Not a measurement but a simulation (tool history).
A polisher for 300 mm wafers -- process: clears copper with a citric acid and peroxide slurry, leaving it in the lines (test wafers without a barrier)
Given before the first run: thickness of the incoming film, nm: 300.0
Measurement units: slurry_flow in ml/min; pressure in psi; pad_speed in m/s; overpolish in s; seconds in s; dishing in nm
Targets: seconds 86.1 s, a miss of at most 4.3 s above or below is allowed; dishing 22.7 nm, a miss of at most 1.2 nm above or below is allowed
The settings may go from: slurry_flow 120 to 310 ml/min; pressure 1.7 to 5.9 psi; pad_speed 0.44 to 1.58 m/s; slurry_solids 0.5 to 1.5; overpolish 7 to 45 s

run  hour  slurry_flow  pressure  pad_speed  slurry_solids  overpolish  seconds  dishing
  1     0          200       3.8          1              1          23   133.72   35.106
  2   6.1          200       4.1       1.04              1          18   121.47   31.359
  3   9.6          200       4.9       1.04              1          18   100.31   37.735
  4  13.2          200       4.7       1.12              1          14   97.169   29.611
  5  15.8          180       4.7       1.12              1          14   100.13   29.795
  6  22.2          180       4.7        1.2           0.95          12   95.483   26.781
  7  26.6          185       4.8       1.24            0.9          11   93.982   25.451
  8  29.8          190       4.9       1.28           0.85          10    87.18   24.084
  9  34.8          195       4.9       1.28           0.85          10   89.214   24.857
 10  35.4          185         5       1.28           0.85           7   86.842   17.713
 11  39.6          190       4.9        1.3            0.9           8   83.324   20.424
 12    45          180       4.5       1.32              1          11    88.34    25.97
 13  48.2          180       4.5       1.32              1          11   90.878   26.174
 14    56          195       4.5       1.32           0.95          10   90.125    24.34
     57.4  -- slurry nozzle cleaned
 15  57.4          195       4.5       1.32           0.95          10   79.007   26.477
 16  61.9          190       4.5       1.32           0.95          10   80.491   26.407
 17    70          185       4.5       1.32           0.95          10   82.822   25.783
 18    78          185       4.4       1.32           0.95          10   82.962   25.535
 19  82.7          180       4.3       1.32           0.95          10   88.164   24.894
 20  84.8          185       4.3       1.32           0.95          10   89.243   24.606
 21  87.5          190       4.3       1.32           0.95          10   86.012    25.13

Exercise: of the 4 proposed moves below, exactly one satisfies all targets within the stated allowed misses. Which move is it?
  A  90.2          165       4.4       1.38           1.05           7        ?        ?
  B  90.2          250       4.1        1.3           0.95           9        ?        ?
  C  90.2          225       3.9       1.58              1           7        ?        ?
  D  90.2          205       4.7       1.34           0.95           7        ?        ?

move  seconds  dishing
   A   79.403   19.671
   B   87.353    22.74
   C   75.452   20.588
   D   76.411   20.423
A: takes the biggest miss from the last run beyond its target
B: meets every target
C: takes the biggest miss from the last run beyond its target
D: takes the biggest miss from the last run beyond its target
B is the move that brings every result within its allowed miss.
